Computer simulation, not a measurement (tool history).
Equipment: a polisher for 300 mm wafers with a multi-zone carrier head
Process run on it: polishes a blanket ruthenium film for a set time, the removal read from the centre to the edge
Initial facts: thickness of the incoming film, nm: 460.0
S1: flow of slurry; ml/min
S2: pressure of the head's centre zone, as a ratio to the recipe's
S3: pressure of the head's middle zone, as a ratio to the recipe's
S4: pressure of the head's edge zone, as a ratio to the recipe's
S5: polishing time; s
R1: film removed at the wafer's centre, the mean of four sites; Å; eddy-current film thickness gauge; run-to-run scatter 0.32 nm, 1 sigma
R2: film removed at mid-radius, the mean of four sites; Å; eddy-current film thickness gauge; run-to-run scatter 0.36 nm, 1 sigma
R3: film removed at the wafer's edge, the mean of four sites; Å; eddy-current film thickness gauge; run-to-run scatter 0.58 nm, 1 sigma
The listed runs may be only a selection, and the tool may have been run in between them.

run 1 hour=0 | S1=165 S2=1 S3=1 S4=1 S5=49 | R1=375.73 R2=382.71 R3=385.15
run 2 hour=5.6 | S1=170 S2=1 S3=0.99 S4=1.02 S5=49 | R1=371.11 R2=383.22 R3=385.71
run 3 hour=12.5 | S1=170 S2=1 S3=1.04 S4=1.02 S5=49 | R1=375.16 R2=393.05 R3=388.59
run 4 hour=16.4 | S1=170 S2=1 S3=1.04 S4=0.98 S5=49 | R1=372.79 R2=390.95 R3=377.82
run 5 hour=23.5 | S1=175 S2=1.01 S3=1.03 S4=1 S5=49 | R1=379.58 R2=390.24 R3=390.49
run 6 hour=28.2 | S1=175 S2=1.01 S3=1.03 S4=1 S5=39 | R1=304.67 R2=312.16 R3=306.06
run 7 hour=33.8 | S1=180 S2=1.02 S3=1.02 S4=1.02 S5=40 | R1=319.84 R2=318.79 R3=317.35
run 8 hour=37.2 | S1=180 S2=1.02 S3=1.01 S4=1.04 S5=41 | R1=321.84 R2=324.86 R3=334.42
run 9 hour=38.7 | S1=185 S2=1.04 S3=1.02 S4=1.06 S5=42 | R1=341.3 R2=339.09 R3=341.91
run 10 hour=39.4 | S1=190 S2=1.04 S3=1.01 S4=1.07 S5=43 | R1=344.94 R2=343.14 R3=352.47

Predict the results of run 11:
run 11 hour=47.8 | S1=190 S2=1.05 S3=1.01 S4=1.08 S5=44 | R1=? R2=? R3=?

{"run 11": {"R1": 364.31, "R2": 356.06, "R3": 370.71}}
